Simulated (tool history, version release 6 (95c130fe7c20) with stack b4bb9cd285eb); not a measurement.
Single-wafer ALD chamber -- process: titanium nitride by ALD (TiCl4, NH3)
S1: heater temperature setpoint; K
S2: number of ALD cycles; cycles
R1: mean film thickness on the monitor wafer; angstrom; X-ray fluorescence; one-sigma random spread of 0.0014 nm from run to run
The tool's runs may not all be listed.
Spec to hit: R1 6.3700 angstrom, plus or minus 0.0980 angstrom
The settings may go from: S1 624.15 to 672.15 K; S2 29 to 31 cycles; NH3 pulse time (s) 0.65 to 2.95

run 1 day=0.000 | S1=648.15 S2=31 NH3_pulse_time_(s)=1.80 | R1=6.9812
run 2 day=0.112 | S1=648.15 S2=31 NH3_pulse_time_(s)=2.28 | R1=7.1351
run 3 day=0.196 | S1=645.15 S2=31 NH3_pulse_time_(s)=2.07 | R1=7.0685
run 4 day=0.571 | S1=650.15 S2=31 NH3_pulse_time_(s)=2.07 | R1=7.0741
run 5 day=0.833 | S1=645.15 S2=31 NH3_pulse_time_(s)=2.07 | R1=7.0580
run 6 day=1.171 | S1=645.15 S2=29 NH3_pulse_time_(s)=2.07 | R1=6.5744
run 7 day=1.529 | S1=643.15 S2=29 NH3_pulse_time_(s)=1.96 | R1=6.5373
run 8 day=1.704 | S1=642.15 S2=29 NH3_pulse_time_(s)=1.88 | R1=6.4996
run 9 day=2.029 | S1=641.15 S2=29 NH3_pulse_time_(s)=1.82 | R1=6.4819
run 10 day=2.238 | S1=641.15 S2=29 NH3_pulse_time_(s)=1.82 | R1=6.4966

Exactly one of the 5 candidate moves below puts every result within its allowed miss. Which one?
run A day=2.446 | S1=643.15 S2=31 NH3_pulse_time_(s)=1.65 | R1=?
run B day=2.446 | S1=636.15 S2=29 NH3_pulse_time_(s)=1.78 | R1=?
run C day=2.446 | S1=631.15 S2=30 NH3_pulse_time_(s)=1.92 | R1=?
run D day=2.446 | S1=650.15 S2=29 NH3_pulse_time_(s)=1.99 | R1=?
run E day=2.446 | S1=646.15 S2=30 NH3_pulse_time_(s)=1.57 | R1=?

move=A R1=6.8768
move=B R1=6.4063
move=C R1=6.6279
move=D R1=6.6271
move=E R1=6.6542
A: further off than the last run
B: every result within its allowed miss
C: further off than the last run
D: further off than the last run
E: further off than the last run
So the answer is move B, the one that meets all the targets.
